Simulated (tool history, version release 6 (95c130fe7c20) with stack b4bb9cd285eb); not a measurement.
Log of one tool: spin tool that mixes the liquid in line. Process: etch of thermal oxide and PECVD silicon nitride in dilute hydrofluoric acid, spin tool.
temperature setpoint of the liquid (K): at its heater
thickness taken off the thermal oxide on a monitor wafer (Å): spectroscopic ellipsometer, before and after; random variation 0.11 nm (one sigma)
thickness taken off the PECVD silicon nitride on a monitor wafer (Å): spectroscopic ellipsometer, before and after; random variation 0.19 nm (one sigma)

run,hour,temperature setpoint of the liquid (K),parts of water to one part of 49 % hydrofluoric acid (parts by volume),time under the liquid (s),thickness taken off the thermal oxide on a monitor wafer (Å),thickness taken off the PECVD silicon nitride on a monitor wafer (Å)
1,0,296.15,55,180,165.42,168.72
2,5.7,296.15,65,180,138.33,143.23
3,13,294.65,50,195,186.4,184.69
4,18.8,296.15,50,195,198.83,199.44
5,27.7,295.15,40,195,239.45,234.65
6,34.3,295.15,40,120,147.28,145.02
7,41.4,294.15,35,150,205.02,192.86
8,44.2,290.15,20,190,385.53,314.56
9,49.7,290.15,25,190,308.29,253.42
10,50.8,290.15,20,190,387.49,314.25
11,55.9,290.15,25,190,307.9,253.37
12,60.5,290.15,20,190,386.13,312.1
13,62.4,290.15,25,190,305.09,252.96
14,68.1,290.15,20,190,386.7,313.2

Forecast run 15:
15,70.2,290.15,20,190,?,?

thickness taken off the thermal oxide on a monitor wafer (Å): 385.98
thickness taken off the PECVD silicon nitride on a monitor wafer (Å): 313.26
